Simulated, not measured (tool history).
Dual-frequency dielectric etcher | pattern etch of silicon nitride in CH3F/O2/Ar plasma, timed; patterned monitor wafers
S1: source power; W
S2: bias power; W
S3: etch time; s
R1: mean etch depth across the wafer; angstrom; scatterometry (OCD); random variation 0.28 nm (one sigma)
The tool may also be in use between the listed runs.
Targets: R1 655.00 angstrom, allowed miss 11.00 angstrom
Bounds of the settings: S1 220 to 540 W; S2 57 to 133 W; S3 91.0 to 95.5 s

| run | hour | S1 | S2 | S3 | R1 |
|---|---|---|---|---|---|
| 1 | 0.0 | 380 | 95 | 91.0 | 748.42 |
| 2 | 1.7 | 380 | 80 | 91.0 | 722.01 |
| 3 | 2.8 | 380 | 80 | 91.0 | 716.74 |
| 4 | 3.9 | 380 | 69 | 91.0 | 700.55 |
|  | 4.6 | bias power generator calibrated |
| 5 | 4.6 | 370 | 68 | 91.0 | 685.26 |
| 6 | 10.0 | 370 | 68 | 95.5 | 719.09 |
| 7 | 14.0 | 350 | 67 | 95.5 | 700.06 |
| 8 | 15.9 | 350 | 67 | 95.5 | 701.37 |
| 9 | 18.2 | 340 | 67 | 95.5 | 697.94 |
| 10 | 22.7 | 330 | 67 | 95.5 | 688.95 |
| 11 | 25.9 | 320 | 67 | 95.5 | 679.00 |
| 12 | 31.9 | 280 | 66 | 95.5 | 643.16 |

Which of these 4 next moves meets every target?
| A | 37.9 | 280 | 68 | 92.0 | ? |
| B | 37.9 | 230 | 91 | 93.5 | ? |
| C | 37.9 | 260 | 68 | 95.5 | ? |
| D | 37.9 | 270 | 83 | 95.0 | ? |

| move | R1 |
|---|---|
| A | 620.47 |
| B | 619.10 |
| C | 625.58 |
| D | 656.73 |
A: further off than the last run
B: further off than the last run
C: further off than the last run
D: meets every target
Move D is the one to make.
